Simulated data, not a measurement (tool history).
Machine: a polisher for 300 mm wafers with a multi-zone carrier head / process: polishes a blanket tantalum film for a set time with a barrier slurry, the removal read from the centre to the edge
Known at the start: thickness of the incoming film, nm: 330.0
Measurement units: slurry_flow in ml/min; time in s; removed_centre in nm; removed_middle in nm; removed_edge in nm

run  hour  slurry_flow  centre_zone  middle_zone  edge_zone  slurry_solids  time  removed_centre  removed_middle  removed_edge
  1     0          175            1            1          1              1    59           88.52           85.77        88.273
  2   3.4          175            1            1       1.04              1    59           88.46          85.339        89.174
  3   5.2          175         0.99         1.01          1           0.85    55          75.159          75.656        78.563
  4  11.9          175         0.92         1.01          1           0.85    55          70.495          75.446        77.611
  5  15.7          175         0.92         1.01          1           0.85    47          60.086          64.568        65.405
  6  22.9          175         0.92         1.01          1           0.65    47          54.442          58.079        58.924
  7  25.3          175         0.92         1.01          1           0.65    47          53.303          57.722        59.852
  8  33.2          185         0.94         1.02       0.97           0.65    47           55.91          58.788          58.2

Predict the results of run 9:
     36.1  -- slurry nozzle cleaned
  9  36.1          190         0.94         1.03       0.97           0.65    47               ?               ?             ?

{"run 9": {"removed_centre": 59.357, "removed_middle": 63.418, "removed_edge": 63.237}}
